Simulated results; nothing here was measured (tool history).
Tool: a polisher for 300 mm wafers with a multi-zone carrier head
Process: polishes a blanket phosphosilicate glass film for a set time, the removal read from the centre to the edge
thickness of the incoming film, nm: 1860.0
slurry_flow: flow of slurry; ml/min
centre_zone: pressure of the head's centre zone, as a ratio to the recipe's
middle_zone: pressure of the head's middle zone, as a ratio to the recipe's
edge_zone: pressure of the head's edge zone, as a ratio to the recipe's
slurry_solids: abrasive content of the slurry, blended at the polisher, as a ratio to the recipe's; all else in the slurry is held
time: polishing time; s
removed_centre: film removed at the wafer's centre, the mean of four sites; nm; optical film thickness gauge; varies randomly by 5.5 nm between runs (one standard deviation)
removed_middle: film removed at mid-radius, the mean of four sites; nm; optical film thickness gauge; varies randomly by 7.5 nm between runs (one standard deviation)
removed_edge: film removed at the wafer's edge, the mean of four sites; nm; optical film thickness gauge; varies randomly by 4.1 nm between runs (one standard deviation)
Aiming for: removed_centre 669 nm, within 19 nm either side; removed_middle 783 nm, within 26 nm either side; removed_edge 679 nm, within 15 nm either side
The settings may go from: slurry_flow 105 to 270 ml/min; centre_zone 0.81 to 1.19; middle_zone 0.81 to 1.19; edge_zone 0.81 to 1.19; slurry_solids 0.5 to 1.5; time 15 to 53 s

run  hour  slurry_flow  centre_zone  middle_zone  edge_zone  slurry_solids  time  removed_centre  removed_middle  removed_edge
  1     0          175            1            1          1              1    34          481.97          479.35        470.01
  2     7          180            1         1.02       1.02           1.05    34          497.08          489.52        491.24
  3   7.6          180         0.99         1.04       1.01            1.1    35          519.81          529.36        511.71
  4  11.8          180         0.99         1.04       1.01            1.1    32          475.14          480.28        466.58
  5  18.3          185         0.98         1.06       1.01           1.15    33          502.63          515.28        494.38
  6  26.6          185         0.98         1.02       1.01           1.15    33          495.73          496.19        493.14
  7  29.7          185         0.97         1.04       1.01            1.2    34          513.57           523.3        514.37
  8  38.1          185         0.96         1.06       1.01           1.25    35          532.55          560.39           541
  9  43.8          190         0.96         1.08       1.01            1.3    36          559.24          594.94        557.96
 10  48.2          195         0.96         1.09       1.02           1.35    37          592.95          614.48        586.18
 11  54.4          195         0.95          1.1       1.02           1.35    38          597.02          659.46        605.03
 12  57.7          245         0.99         1.19       1.12           1.45    38          648.14          729.04        655.98
 13  62.6          245         0.98         1.19       1.11           1.45    38          649.67          743.77        657.53
 14    67          255         0.97         1.19        1.1            1.5    38           651.7          746.72        667.04
 15  74.1          255         0.97         1.19       1.09            1.5    38          650.67          755.42        660.23

Exercise: of the 5 proposed moves below, exactly one satisfies all targets within the stated allowed misses. Which move is it?
  A  81.2          235         0.95         1.19       1.17           1.45    40               ?               ?             ?
  B  81.2          270         0.92         1.18       1.14            1.5    40               ?               ?             ?
  C  81.2          270         1.04         1.19       1.07           1.25    42               ?               ?             ?
  D  81.2          260         0.91         1.16       1.13           1.35    42               ?               ?             ?
  E  81.2          200         0.94         1.19       1.05            1.5    41               ?               ?             ?

move  removed_centre  removed_middle  removed_edge
   A          661.38           779.1        700.75
   B          666.88          795.01        709.59
   C          715.01          791.43        683.41
   D          668.57          791.43        715.17
   E          663.61          789.41        682.99
A: the result that was furthest off in the last run now lies on the other side of its target
B: the result that was furthest off in the last run now lies on the other side of its target
C: the worst result of the last run now meets its target, but another is out of spec
D: the result that was furthest off in the last run now lies on the other side of its target
E: hits every target within its allowed miss
The right move is E.
